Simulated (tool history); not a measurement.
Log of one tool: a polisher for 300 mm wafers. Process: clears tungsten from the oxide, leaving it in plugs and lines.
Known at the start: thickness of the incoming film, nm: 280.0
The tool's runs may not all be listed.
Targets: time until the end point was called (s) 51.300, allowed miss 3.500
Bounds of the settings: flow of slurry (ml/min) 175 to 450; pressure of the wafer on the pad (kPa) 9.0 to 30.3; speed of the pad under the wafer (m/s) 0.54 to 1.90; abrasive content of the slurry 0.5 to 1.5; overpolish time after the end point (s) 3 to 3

run  hour  flow of slurry (ml/min)  pressure of the wafer on the pad (kPa)  speed of the pad under the wafer (m/s)  abrasive content of the slurry  overpolish time after the end point (s)  time until the end point was called (s)
  1   0.0                      290                                    19.3                                    1.22                             1.0                                        3                                   73.164
  2   8.5                      350                                    19.3                                    1.22                             1.0                                        3                                   70.399
  3  11.7                      350                                    20.0                                    1.22                             1.0                                        3                                   66.082
  4  16.1                      350                                    20.0                                    1.22                             1.0                                        3                                   67.117
     21.7  -- slurry nozzle cleaned
  5  21.7                      290                                    20.0                                    1.22                             1.0                                        3                                   65.815
  6  26.5                      290                                    20.7                                    1.22                             1.0                                        3                                   61.912
  7  34.4                      290                                    22.1                                    1.22                             1.0                                        3                                   62.714
  8  40.7                      290                                    22.8                                    1.22                             1.0                                        3                                   59.177

Which of these 4 next moves meets every target?
  A  47.0                      230                                    21.4                                    1.52                             0.9                                        3                                        ?
  B  47.0                      235                                    23.4                                    1.10                             1.1                                        3                                        ?
  C  47.0                      255                                    23.4                                    1.20                             1.0                                        3                                        ?
  D  47.0                      285                                    23.4                                    1.18                             1.0                                        3                                        ?

move  time until the end point was called (s)
   A                                   52.528
   B                                   62.445
   C                                   58.434
   D                                   58.940
A: meets every target
B: further off than the last run
C: nearer than the last run, and not there yet
D: as far off as the last run
The right move is A.
